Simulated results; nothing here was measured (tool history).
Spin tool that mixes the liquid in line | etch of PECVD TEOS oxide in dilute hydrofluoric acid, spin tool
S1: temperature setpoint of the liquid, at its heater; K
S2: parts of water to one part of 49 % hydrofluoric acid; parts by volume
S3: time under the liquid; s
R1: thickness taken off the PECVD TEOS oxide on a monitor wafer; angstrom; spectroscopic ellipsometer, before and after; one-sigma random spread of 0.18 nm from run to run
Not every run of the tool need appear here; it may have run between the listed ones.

run	hour	S1	S2	S3	R1
1	0.0	294.15	60	85	138.68
2	2.3	296.15	55	85	163.71
3	7.0	296.15	55	85	162.75
4	8.4	296.15	35	85	265.62
5	15.0	297.65	35	85	280.27
6	20.3	296.65	35	85	272.19
7	28.4	295.65	35	85	256.49

What does the tool deliver on the next run?
8	29.8	295.15	35	85	?

{"run 8": {"R1": 249.34}}
